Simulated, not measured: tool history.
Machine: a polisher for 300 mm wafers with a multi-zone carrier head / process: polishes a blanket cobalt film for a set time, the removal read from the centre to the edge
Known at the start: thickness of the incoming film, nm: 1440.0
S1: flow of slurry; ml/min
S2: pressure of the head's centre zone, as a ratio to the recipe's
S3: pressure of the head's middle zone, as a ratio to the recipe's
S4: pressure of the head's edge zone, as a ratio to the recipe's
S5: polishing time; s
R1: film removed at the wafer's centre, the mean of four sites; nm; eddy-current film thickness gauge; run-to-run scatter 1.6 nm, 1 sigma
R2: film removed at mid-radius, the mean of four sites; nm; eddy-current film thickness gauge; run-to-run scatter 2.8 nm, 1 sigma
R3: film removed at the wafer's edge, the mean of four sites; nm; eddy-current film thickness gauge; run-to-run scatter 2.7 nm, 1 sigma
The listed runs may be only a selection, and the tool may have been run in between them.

run 1 day=0.000 | S1=290 S2=1.00 S3=1.00 S4=1.00 S5=51 | R1=159.95 R2=166.07 R3=167.24
run 2 day=0.329 | S1=290 S2=1.00 S3=0.93 S4=1.00 S5=51 | R1=164.50 R2=161.45 R3=164.96
run 3 day=0.479 | S1=290 S2=1.00 S3=0.93 S4=1.08 S5=51 | R1=163.41 R2=156.93 R3=175.10
run 4 day=0.558 | S1=295 S2=1.00 S3=0.97 S4=1.06 S5=52 | R1=167.47 R2=166.00 R3=178.83
run 5 day=0.600 | S1=295 S2=1.00 S3=1.03 S4=1.06 S5=52 | R1=165.19 R2=176.82 R3=182.29
run 6 day=0.767 | S1=295 S2=1.00 S3=1.03 S4=1.00 S5=52 | R1=166.47 R2=173.48 R3=171.61

Run 7 has not been measured yet. What should we expect?
run 7 day=1.008 | S1=330 S2=1.03 S3=1.13 S4=1.06 S5=56 | R1=? R2=? R3=?

Run 7 produced R1 184.88 nm, R2 208.17 nm, R3 193.74 nm.
